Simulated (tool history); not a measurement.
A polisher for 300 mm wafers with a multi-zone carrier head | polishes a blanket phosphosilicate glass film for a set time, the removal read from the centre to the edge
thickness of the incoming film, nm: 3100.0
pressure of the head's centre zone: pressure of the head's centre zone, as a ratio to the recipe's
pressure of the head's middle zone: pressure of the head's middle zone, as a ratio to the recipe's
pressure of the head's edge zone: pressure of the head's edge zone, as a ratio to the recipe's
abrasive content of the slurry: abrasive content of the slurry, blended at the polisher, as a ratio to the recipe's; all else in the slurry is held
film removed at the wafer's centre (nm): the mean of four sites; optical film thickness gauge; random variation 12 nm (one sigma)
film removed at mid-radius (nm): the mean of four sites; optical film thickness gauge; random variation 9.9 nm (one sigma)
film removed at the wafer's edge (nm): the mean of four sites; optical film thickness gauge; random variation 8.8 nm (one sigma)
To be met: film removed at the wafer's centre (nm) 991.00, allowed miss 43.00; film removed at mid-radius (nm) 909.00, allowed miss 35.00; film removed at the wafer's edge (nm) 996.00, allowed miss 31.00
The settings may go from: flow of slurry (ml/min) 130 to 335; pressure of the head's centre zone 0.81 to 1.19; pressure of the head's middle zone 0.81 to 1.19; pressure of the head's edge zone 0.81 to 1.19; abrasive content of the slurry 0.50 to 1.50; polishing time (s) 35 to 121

run    day  flow of slurry (ml/min)  pressure of the head's centre zone  pressure of the head's middle zone  pressure of the head's edge zone  abrasive content of the slurry  polishing time (s)  film removed at the wafer's centre (nm)  film removed at mid-radius (nm)  film removed at the wafer's edge (nm)
  1  0.000                      215                                1.00                                1.00                              1.00                            1.00                  78                                   786.24                           783.11                                 780.82
  2  0.088                      220                                1.01                                1.00                              1.03                            1.05                  78                                   824.89                           800.93                                 815.01
  3  0.375                      225                                1.01                                1.00                              1.06                            1.10                  78                                   854.13                           822.03                                 855.58
  4  0.504                      225                                1.01                                1.07                              1.06                            1.10                  78                                   843.47                           860.08                                 854.80
  5  0.667                      245                                1.01                                1.07                              1.06                            1.10                  78                                   855.50                           888.83                                 854.96
  6  0.946                      245                                1.01                                1.07                              1.06                            1.00                  78                                   818.17                           836.84                                 806.74
  7  1.158                      240                                1.02                                1.06                              1.08                            1.05                  78                                   839.90                           865.10                                 844.73
  8  1.350                      240                                1.03                                1.04                              1.10                            1.10                  78                                   869.39                           859.43                                 872.07
  9  1.404                      240                                1.04                                1.03                              1.11                            1.15                  78                                   871.65                           861.46                                 887.99
 10  1.604                      240                                1.04                                1.03                              1.11                            1.15                  78                                   911.85                           860.25                                 882.09
 11  1.838                      240                                1.04                                1.03                              1.12                            1.20                  78                                   894.95                           853.61                                 908.65
 12  2.204                      245                                1.05                                1.03                              1.13                            1.25                  78                                   944.45                           897.42                                 919.46
 13  2.525                      245                                1.05                                1.02                              1.14                            1.30                  78                                   966.58                           891.33                                 929.11

Which of these 5 next moves meets every target?
  A  2.846                      255                                1.11                                1.12                              1.05                            1.25                  74                                        ?                                ?                                      ?
  B  2.846                      260                                1.19                                1.10                              1.03                            1.35                  73                                        ?                                ?                                      ?
  C  2.846                      210                                1.03                                0.95                              1.19                            1.30                  86                                        ?                                ?                                      ?
  D  2.846                      300                                1.07                                1.00                              1.17                            1.30                  80                                        ?                                ?                                      ?
  E  2.846                      240                                1.02                                1.08                              1.12                            1.35                  83                                        ?                                ?                                      ?

move  film removed at the wafer's centre (nm)  film removed at mid-radius (nm)  film removed at the wafer's edge (nm)
   A                                   942.80                           912.16                                 848.61
   B                                  1029.20                           913.77                                 855.46
   C                                  1013.10                           922.04                                1057.60
   D                                  1010.30                           920.51                                 994.95
   E                                   994.90                          1017.20                                1009.80
A: further off than the last run
B: further off than the last run
C: takes the result that was furthest off past its target
D: meets every target
E: brings the result that was furthest off to its target, and leaves another outside
Answer: D
